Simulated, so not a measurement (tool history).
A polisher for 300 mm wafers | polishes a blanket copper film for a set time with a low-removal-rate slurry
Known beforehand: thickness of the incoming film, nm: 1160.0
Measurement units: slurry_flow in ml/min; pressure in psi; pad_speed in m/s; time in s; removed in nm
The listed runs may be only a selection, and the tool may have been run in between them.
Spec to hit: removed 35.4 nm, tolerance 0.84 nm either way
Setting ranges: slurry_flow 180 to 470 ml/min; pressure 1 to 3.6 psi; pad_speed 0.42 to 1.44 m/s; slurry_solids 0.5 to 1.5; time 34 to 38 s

Run 1, hour 0: slurry_flow 300 ml/min, pressure 2.3 psi, pad_speed 0.92 m/s, slurry_solids 1, time 38 s. Result: removed 73.682 nm.
Run 2, hour 6.8: slurry_flow 295 ml/min, pressure 2 psi, pad_speed 0.88 m/s, slurry_solids 1, time 38 s. Result: removed 62.932 nm.
Run 3, hour 14.6: slurry_flow 350 ml/min, pressure 2 psi, pad_speed 0.88 m/s, slurry_solids 1, time 38 s. Result: removed 63.132 nm.
Run 4, hour 21: slurry_flow 350 ml/min, pressure 2 psi, pad_speed 0.96 m/s, slurry_solids 1, time 38 s. Result: removed 68.085 nm.
Run 5, hour 24.1: slurry_flow 350 ml/min, pressure 2 psi, pad_speed 0.76 m/s, slurry_solids 1, time 38 s. Result: removed 56.686 nm.
Run 6, hour 30.2: slurry_flow 350 ml/min, pressure 2 psi, pad_speed 0.94 m/s, slurry_solids 1, time 38 s. Result: removed 66.729 nm.
Run 7, hour 36.5: slurry_flow 350 ml/min, pressure 1.7 psi, pad_speed 0.88 m/s, slurry_solids 1, time 38 s. Result: removed 55.065 nm.
Run 8, hour 38.2: slurry_flow 350 ml/min, pressure 1.7 psi, pad_speed 0.88 m/s, slurry_solids 1, time 38 s. Result: removed 54.672 nm.
Run 9, hour 41.3: slurry_flow 350 ml/min, pressure 1.5 psi, pad_speed 0.86 m/s, slurry_solids 1, time 38 s. Result: removed 48.115 nm.
Run 10, hour 48.9: slurry_flow 345 ml/min, pressure 1.4 psi, pad_speed 0.84 m/s, slurry_solids 1, time 38 s. Result: removed 45.109 nm.
Run 11, hour 55.6: slurry_flow 330 ml/min, pressure 1 psi, pad_speed 0.76 m/s, slurry_solids 1, time 38 s. Result: removed 31.226 nm.
Run 12, hour 58.9: slurry_flow 355 ml/min, pressure 1 psi, pad_speed 0.76 m/s, slurry_solids 1, time 38 s. Result: removed 30.992 nm.
Run 13, hour 66.6: slurry_flow 355 ml/min, pressure 1.1 psi, pad_speed 0.76 m/s, slurry_solids 1, time 38 s. Result: removed 33.405 nm.
Run 14, hour 74.4: slurry_flow 355 ml/min, pressure 1.1 psi, pad_speed 0.76 m/s, slurry_solids 1, time 38 s. Result: removed 33.354 nm.
Run 15, hour 82.9: slurry_flow 365 ml/min, pressure 1.3 psi, pad_speed 0.76 m/s, slurry_solids 1, time 38 s. Result: removed 39 nm.
Run 16, hour 86.1: slurry_flow 345 ml/min, pressure 1.3 psi, pad_speed 0.76 m/s, slurry_solids 1, time 38 s. Result: removed 39.036 nm.
Run 17, hour 89.9: slurry_flow 345 ml/min, pressure 1 psi, pad_speed 0.76 m/s, slurry_solids 1, time 38 s. Result: removed 30.866 nm.
Run 18, hour 90.7: slurry_flow 370 ml/min, pressure 1 psi, pad_speed 0.76 m/s, slurry_solids 1, time 38 s. Result: removed 31.284 nm.
Run 19, hour 96: slurry_flow 370 ml/min, pressure 1.1 psi, pad_speed 0.76 m/s, slurry_solids 1, time 38 s. Result: removed 33.586 nm.

Exactly one of the 4 candidate moves below puts every result within its allowed miss. Which one?
Run A, hour 101.3: slurry_flow 380 ml/min, pressure 1.1 psi, pad_speed 0.78 m/s, slurry_solids 0.9, time 38 s. Result: removed ?.
Run B, hour 101.3: slurry_flow 365 ml/min, pressure 1.4 psi, pad_speed 0.76 m/s, slurry_solids 1.1, time 34 s. Result: removed ?.
Run C, hour 101.3: slurry_flow 350 ml/min, pressure 1 psi, pad_speed 0.88 m/s, slurry_solids 1, time 35 s. Result: removed ?.
Run D, hour 101.3: slurry_flow 425 ml/min, pressure 1.2 psi, pad_speed 0.72 m/s, slurry_solids 1.05, time 38 s. Result: removed ?.

move  removed
   A   33.725
   B   37.498
   C   31.476
   D   35.316
A: moves toward the targets from the last run without getting all of them in spec
B: takes the biggest miss from the last run beyond its target
C: misses by more than the last run did
D: hits every target within its allowed miss
Correct choice: D, which meets every target
